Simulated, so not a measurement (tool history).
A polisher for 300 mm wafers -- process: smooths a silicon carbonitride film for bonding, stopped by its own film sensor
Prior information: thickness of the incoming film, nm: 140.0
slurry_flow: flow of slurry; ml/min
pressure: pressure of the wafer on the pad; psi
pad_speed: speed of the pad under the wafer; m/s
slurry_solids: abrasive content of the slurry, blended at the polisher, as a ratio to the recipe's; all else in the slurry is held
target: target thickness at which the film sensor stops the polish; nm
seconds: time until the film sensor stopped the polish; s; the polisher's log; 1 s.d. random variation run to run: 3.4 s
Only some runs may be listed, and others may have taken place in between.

Run 1, hour 0.0: slurry_flow 125 ml/min, pressure 2.7 psi, pad_speed 0.80 m/s, slurry_solids 1.0, target 122 nm. Result: seconds 56.458 s.
Run 2, hour 1.3: slurry_flow 115 ml/min, pressure 2.3 psi, pad_speed 0.66 m/s, slurry_solids 0.9, target 122 nm. Result: seconds 79.908 s.
Run 3, hour 7.8: slurry_flow 110 ml/min, pressure 2.0 psi, pad_speed 0.56 m/s, slurry_solids 0.8, target 122 nm. Result: seconds 113.420 s.
Run 4, hour 14.2: slurry_flow 110 ml/min, pressure 2.0 psi, pad_speed 0.64 m/s, slurry_solids 0.8, target 122 nm. Result: seconds 99.860 s.
Run 5, hour 19.4: slurry_flow 110 ml/min, pressure 1.8 psi, pad_speed 0.56 m/s, slurry_solids 0.8, target 122 nm. Result: seconds 123.610 s.
Run 6, hour 27.0: slurry_flow 110 ml/min, pressure 1.7 psi, pad_speed 0.52 m/s, slurry_solids 0.8, target 122 nm. Result: seconds 141.930 s.
Run 7, hour 32.3: slurry_flow 110 ml/min, pressure 1.6 psi, pad_speed 0.50 m/s, slurry_solids 0.8, target 122 nm. Result: seconds 151.400 s.

The next listed run, before its measurement:
Run 8, hour 37.3: slurry_flow 110 ml/min, pressure 1.5 psi, pad_speed 0.50 m/s, slurry_solids 0.8, target 122 nm. Result: seconds ?.

{"run 8": {"seconds": 154.81}}

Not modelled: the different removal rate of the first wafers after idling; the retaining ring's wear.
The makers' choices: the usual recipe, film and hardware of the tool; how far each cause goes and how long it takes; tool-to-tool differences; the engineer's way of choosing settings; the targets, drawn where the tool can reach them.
